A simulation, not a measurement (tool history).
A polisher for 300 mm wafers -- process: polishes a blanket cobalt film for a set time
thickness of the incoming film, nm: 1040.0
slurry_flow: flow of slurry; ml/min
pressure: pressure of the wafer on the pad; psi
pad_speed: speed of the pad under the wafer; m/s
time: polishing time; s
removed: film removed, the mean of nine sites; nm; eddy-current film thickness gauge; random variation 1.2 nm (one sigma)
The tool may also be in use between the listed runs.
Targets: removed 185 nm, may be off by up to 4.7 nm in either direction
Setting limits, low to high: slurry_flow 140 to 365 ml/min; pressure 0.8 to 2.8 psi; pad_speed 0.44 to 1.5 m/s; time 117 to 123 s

Run 1, hour 0: slurry_flow 235 ml/min, pressure 1.8 psi, pad_speed 0.96 m/s, time 117 s. Result: removed 538.11 nm.
Run 2, hour 0.6: slurry_flow 235 ml/min, pressure 1.8 psi, pad_speed 0.96 m/s, time 123 s. Result: removed 568.56 nm.
Run 3, hour 4.1: slurry_flow 230 ml/min, pressure 1.6 psi, pad_speed 0.84 m/s, time 123 s. Result: removed 446.45 nm.
Run 4, hour 11.1: slurry_flow 230 ml/min, pressure 1.9 psi, pad_speed 0.84 m/s, time 123 s. Result: removed 518.17 nm.
Run 5, hour 13.3: slurry_flow 200 ml/min, pressure 1.9 psi, pad_speed 0.84 m/s, time 123 s. Result: removed 515.7 nm.
Run 6, hour 15.6: slurry_flow 200 ml/min, pressure 1.9 psi, pad_speed 0.84 m/s, time 117 s. Result: removed 489.8 nm.
Run 7, hour 16.8: slurry_flow 200 ml/min, pressure 1.6 psi, pad_speed 0.76 m/s, time 117 s. Result: removed 380.64 nm.
Run 8, hour 23.9: slurry_flow 180 ml/min, pressure 1.1 psi, pad_speed 0.48 m/s, time 117 s. Result: removed 175.22 nm.
Run 9, hour 27.2: slurry_flow 185 ml/min, pressure 1.1 psi, pad_speed 0.48 m/s, time 117 s. Result: removed 175.01 nm.
Run 10, hour 36.2: slurry_flow 190 ml/min, pressure 1.1 psi, pad_speed 0.48 m/s, time 117 s. Result: removed 173.25 nm.

Pick the move, out of 4, that brings all results within their allowed miss; only one does.
Run A, hour 45.2: slurry_flow 200 ml/min, pressure 1.3 psi, pad_speed 0.46 m/s, time 117 s. Result: removed ?.
Run B, hour 45.2: slurry_flow 240 ml/min, pressure 1 psi, pad_speed 0.5 m/s, time 119 s. Result: removed ?.
Run C, hour 45.2: slurry_flow 195 ml/min, pressure 1.2 psi, pad_speed 0.44 m/s, time 117 s. Result: removed ?.
Run D, hour 45.2: slurry_flow 195 ml/min, pressure 0.9 psi, pad_speed 0.58 m/s, time 123 s. Result: removed ?.

move  removed
   A   195.38
   B   172.79
   C   174.17
   D   184.94
A: the result that was furthest off in the last run now lies on the other side of its target
B: no better and no worse than the last run
C: gains on the last run, yet a result remains outside its allowed miss
D: in spec on every target
Answer: D
